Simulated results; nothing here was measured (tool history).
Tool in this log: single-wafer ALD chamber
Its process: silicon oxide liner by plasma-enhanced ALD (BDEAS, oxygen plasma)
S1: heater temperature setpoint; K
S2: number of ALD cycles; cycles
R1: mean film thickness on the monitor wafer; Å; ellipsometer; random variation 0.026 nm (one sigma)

| run | day | S1 | S2 | R1 |
|---|---|---|---|---|
| 1 | 0.000 | 598.15 | 77 | 69.248 |
| 2 | 0.158 | 598.15 | 74 | 66.300 |
| 3 | 0.467 | 604.15 | 74 | 65.792 |
| 4 | 0.829 | 604.15 | 72 | 64.738 |
| 5 | 1.042 | 604.15 | 65 | 57.374 |
| 6 | 1.275 | 604.15 | 70 | 62.612 |

What will run 7 give?
| 7 | 1.546 | 604.15 | 69 | ? |

Run 7 yielded R1 60.991 Å.

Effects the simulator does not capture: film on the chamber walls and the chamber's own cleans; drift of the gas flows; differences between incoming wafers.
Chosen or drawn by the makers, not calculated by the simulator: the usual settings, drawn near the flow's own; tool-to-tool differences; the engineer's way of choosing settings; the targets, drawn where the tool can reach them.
